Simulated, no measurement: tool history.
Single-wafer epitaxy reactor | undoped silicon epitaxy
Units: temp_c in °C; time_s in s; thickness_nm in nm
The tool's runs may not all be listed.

| run | hour | temp_c | time_s | thickness_nm |
|---|---|---|---|---|
| 1 | 0 | 645 | 190 | 29.04 |
| 2 | 2.6 | 645 | 205 | 31.353 |
| 3 | 10.2 | 651 | 205 | 36.268 |
| 4 | 17.7 | 647 | 203 | 32.355 |
| 5 | 18.9 | 644 | 201 | 29.728 |
| 6 | 24.4 | 638 | 201 | 25.342 |
| 7 | 26.2 | 636 | 201 | 24.483 |
| 8 | 30.9 | 636 | 201 | 24.535 |
| 9 | 34.1 | 634 | 200 | 22.987 |
| 10 | 37.7 | 632 | 200 | 21.851 |

Forecast run 11:
| 11 | 41.2 | 621 | 194 | ? |

Run 11 gave thickness_nm 15.629 nm.

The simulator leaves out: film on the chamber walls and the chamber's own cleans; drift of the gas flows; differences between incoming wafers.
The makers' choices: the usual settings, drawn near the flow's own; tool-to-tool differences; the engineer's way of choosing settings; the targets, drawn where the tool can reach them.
